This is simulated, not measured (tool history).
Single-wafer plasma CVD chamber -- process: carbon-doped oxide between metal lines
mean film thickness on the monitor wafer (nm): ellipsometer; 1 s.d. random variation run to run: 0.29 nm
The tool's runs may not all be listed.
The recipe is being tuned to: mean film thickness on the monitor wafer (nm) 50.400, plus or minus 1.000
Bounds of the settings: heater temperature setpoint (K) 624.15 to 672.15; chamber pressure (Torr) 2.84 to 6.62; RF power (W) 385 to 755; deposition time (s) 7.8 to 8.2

run  hour  heater temperature setpoint (K)  chamber pressure (Torr)  RF power (W)  deposition time (s)  mean film thickness on the monitor wafer (nm)
  1   0.0                           648.15                     4.73           570                  8.2                                         44.611
  2   8.7                           647.15                     4.98           585                  8.2                                         46.213
  3  13.6                           647.15                     4.98           585                  8.2                                         46.184
  4  17.1                           647.15                     4.98           585                  7.8                                         43.765
  5  18.6                           651.15                     4.98           585                  7.8                                         43.424
  6  23.1                           651.15                     4.98           585                  7.8                                         43.896
  7  24.3                           651.15                     5.24           605                  7.8                                         45.684
  8  27.4                           645.15                     6.19           640                  7.8                                         49.471

4 candidate next runs follow, results not yet known. Just one meets every target within its allowed miss. Identify it.
  A  30.5                           636.15                     6.20           600                  7.8                                              ?
  B  30.5                           639.15                     5.65           610                  7.8                                              ?
  C  30.5                           643.15                     6.56           600                  7.8                                              ?
  D  30.5                           649.15                     5.84           675                  7.8                                              ?

move  mean film thickness on the monitor wafer (nm)
   A                                         47.666
   B                                         47.454
   C                                         46.974
   D                                         50.644
A: its largest miss is bigger than the last run's
B: its largest miss is bigger than the last run's
C: its largest miss is bigger than the last run's
D: hits every target within its allowed miss
D meets every target.
